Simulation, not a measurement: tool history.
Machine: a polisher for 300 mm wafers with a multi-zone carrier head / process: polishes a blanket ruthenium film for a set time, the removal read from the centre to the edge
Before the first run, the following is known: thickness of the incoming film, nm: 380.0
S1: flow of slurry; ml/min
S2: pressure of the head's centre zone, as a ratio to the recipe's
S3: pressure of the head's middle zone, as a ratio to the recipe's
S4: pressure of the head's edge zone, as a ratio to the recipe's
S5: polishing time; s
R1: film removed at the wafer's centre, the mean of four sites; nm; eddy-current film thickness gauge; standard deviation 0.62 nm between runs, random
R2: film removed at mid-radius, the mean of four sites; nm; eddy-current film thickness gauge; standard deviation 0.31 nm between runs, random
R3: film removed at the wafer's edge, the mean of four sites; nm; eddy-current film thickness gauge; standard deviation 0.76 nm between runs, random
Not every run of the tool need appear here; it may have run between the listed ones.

run 1 hour=0 | S1=160 S2=1 S3=1 S4=1 S5=80 | R1=96.594 R2=98.405 R3=102.61
run 2 hour=8.9 | S1=160 S2=1.06 S3=1 S4=1 S5=80 | R1=104.71 R2=98.691 R3=103.99
run 3 hour=14.2 | S1=160 S2=1 S3=1 S4=1 S5=80 | R1=98.725 R2=98.499 R3=102.01
run 4 hour=22.4 | S1=150 S2=0.99 S3=0.97 S4=0.99 S5=74 | R1=88.801 R2=88.34 R3=94.632
run 5 hour=25.4 | S1=145 S2=0.99 S3=0.95 S4=0.97 S5=68 | R1=80.472 R2=80.566 R3=84.626
run 6 hour=32.4 | S1=140 S2=0.99 S3=0.93 S4=0.97 S5=64 | R1=74.769 R2=73.907 R3=80.484
run 7 hour=41 | S1=135 S2=0.99 S3=0.91 S4=0.96 S5=61 | R1=72.019 R2=69.012 R3=75.186
run 8 hour=45.1 | S1=130 S2=0.99 S3=0.89 S4=0.96 S5=59 | R1=66.948 R2=65.251 R3=71.097
run 9 hour=49.3 | S1=125 S2=1 S3=0.88 S4=0.97 S5=57 | R1=66.842 R2=61.923 R3=70.682
-- hour=56.6 edge zone pressure recalibrated
run 10 hour=56.6 | S1=120 S2=1 S3=0.87 S4=0.96 S5=56 | R1=63.989 R2=58.81 R3=66.714
run 11 hour=62.9 | S1=115 S2=1 S3=0.86 S4=0.96 S5=55 | R1=61.267 R2=57.154 R3=64.323
run 12 hour=66.9 | S1=110 S2=1 S3=0.85 S4=0.96 S5=55 | R1=61.357 R2=56.093 R3=64.9
run 13 hour=71.5 | S1=110 S2=1 S3=0.84 S4=0.95 S5=54 | R1=60.224 R2=55.774 R3=63.381

Expected results for the next run?
run 14 hour=72.4 | S1=110 S2=1 S3=0.84 S4=0.95 S5=53 | R1=? R2=? R3=?

{"run 14": {"R1": 58.597, "R2": 54.14, "R3": 62.18}}
